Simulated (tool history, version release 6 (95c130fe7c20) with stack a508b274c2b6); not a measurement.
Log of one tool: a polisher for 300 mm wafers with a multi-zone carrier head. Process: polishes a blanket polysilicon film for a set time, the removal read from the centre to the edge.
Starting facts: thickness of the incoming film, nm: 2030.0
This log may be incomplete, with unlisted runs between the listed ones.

run  hour  flow of slurry (ml/min)  pressure of the head's centre zone  pressure of the head's middle zone  pressure of the head's edge zone  polishing time (s)  film removed at the wafer's centre (Å)  film removed at mid-radius (Å)  film removed at the wafer's edge (Å)
  1     0                      215                                   1                                   1                                 1                  34                                  3379.2                          3211.9                                  3218
  2   8.9                      210                                0.96                                0.99                              0.97                  30                                  2855.1                          2715.3                                2822.3
  3    15                      210                                0.96                                0.91                              0.97                  30                                  2783.9                          2614.7                                2799.2
  4  21.3                      210                                 0.9                                0.91                              0.97                  30                                  2621.2                          2614.9                                2779.6
  5    23                      210                                0.88                                0.93                              0.93                  28                                  2404.6                          2452.7                                2592.3
  6  23.8                      210                                0.95                                0.93                              0.93                  28                                  2677.4                          2459.6                                2615.6

The next listed run, before its measurement:
  7  29.2                      210                                0.92                                0.97                              0.91                  26                                       ?                               ?                                     ?

film removed at the wafer's centre (Å): 2406.5
film removed at mid-radius (Å): 2398.1
film removed at the wafer's edge (Å): 2362.8

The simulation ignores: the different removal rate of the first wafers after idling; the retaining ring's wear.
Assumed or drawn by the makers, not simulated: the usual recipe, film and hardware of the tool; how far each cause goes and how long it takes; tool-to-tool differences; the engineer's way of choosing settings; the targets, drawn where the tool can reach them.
